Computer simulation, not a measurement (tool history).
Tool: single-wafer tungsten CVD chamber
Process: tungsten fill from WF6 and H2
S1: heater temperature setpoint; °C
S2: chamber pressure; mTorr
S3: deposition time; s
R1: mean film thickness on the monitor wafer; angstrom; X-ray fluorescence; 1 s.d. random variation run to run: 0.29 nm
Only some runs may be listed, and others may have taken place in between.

{"run": 1, "hour": 0.0, "S1": 385, "S2": 49200, "S3": 23.9, "R1": 674.54}
{"run": 2, "hour": 8.9, "S1": 375, "S2": 49200, "S3": 23.9, "R1": 554.12}
{"run": 3, "hour": 15.5, "S1": 379, "S2": 49400, "S3": 23.9, "R1": 601.25}
{"run": 4, "hour": 21.6, "S1": 382, "S2": 49500, "S3": 23.9, "R1": 640.65}
{"run": 5, "hour": 25.6, "S1": 384, "S2": 49600, "S3": 23.9, "R1": 661.99}
{"run": 6, "hour": 27.9, "S1": 384, "S2": 49600, "S3": 22.8, "R1": 633.69}
{"run": 7, "hour": 31.9, "S1": 386, "S2": 49700, "S3": 22.8, "R1": 659.71}

Run 8 has not been measured yet. What should we expect?
{"run": 8, "hour": 40.2, "S1": 388, "S2": 49800, "S3": 22.8, "R1": "?"}

Run 8 gave R1 689.7 angstrom.
